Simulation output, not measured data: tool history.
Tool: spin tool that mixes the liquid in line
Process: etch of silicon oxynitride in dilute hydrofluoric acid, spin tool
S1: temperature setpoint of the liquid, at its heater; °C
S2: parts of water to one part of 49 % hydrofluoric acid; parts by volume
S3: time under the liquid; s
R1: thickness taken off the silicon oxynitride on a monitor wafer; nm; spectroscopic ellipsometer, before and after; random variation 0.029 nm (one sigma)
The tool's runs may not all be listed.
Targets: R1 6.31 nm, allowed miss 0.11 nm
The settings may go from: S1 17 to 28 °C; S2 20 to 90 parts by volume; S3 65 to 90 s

{"run": 1, "hour": 0.0, "S1": 20, "S2": 50, "S3": 90, "R1": 5.565}
{"run": 2, "hour": 8.2, "S1": 20, "S2": 40, "S3": 90, "R1": 7.0131}
{"run": 3, "hour": 12.9, "S1": 19.5, "S2": 40, "S3": 90, "R1": 6.7857}
{"run": 4, "hour": 17.2, "S1": 19.5, "S2": 40, "S3": 65, "R1": 4.936}
{"run": 5, "hour": 25.9, "S1": 19.5, "S2": 40, "S3": 90, "R1": 6.8278}
{"run": 6, "hour": 34.4, "S1": 19.5, "S2": 40, "S3": 65, "R1": 4.897}
{"run": 7, "hour": 36.9, "S1": 20.5, "S2": 40, "S3": 65, "R1": 5.1419}
{"run": 8, "hour": 43.4, "S1": 22, "S2": 40, "S3": 65, "R1": 5.5725}
{"run": 9, "hour": 44.7, "S1": 23, "S2": 40, "S3": 65, "R1": 5.8062}
{"run": 10, "hour": 48.4, "S1": 23.5, "S2": 40, "S3": 65, "R1": 6.0068}
{"run": 11, "hour": 56.3, "S1": 24, "S2": 40, "S3": 65, "R1": 6.0925}

Which of these 4 next moves meets every target?
{"run": "A", "hour": 64.2, "S1": 21.5, "S2": 45, "S3": 85, "R1": "?"}
{"run": "B", "hour": 64.2, "S1": 21, "S2": 40, "S3": 75, "R1": "?"}
{"run": "C", "hour": 64.2, "S1": 24, "S2": 45, "S3": 70, "R1": "?"}
{"run": "D", "hour": 64.2, "S1": 23.5, "S2": 55, "S3": 90, "R1": "?"}

move=A R1=6.2719
move=B R1=6.089
move=C R1=5.8464
move=D R1=5.9581
A: meets every target
B: as far off as the last run
C: further off than the last run
D: further off than the last run
Move A is the one to make.
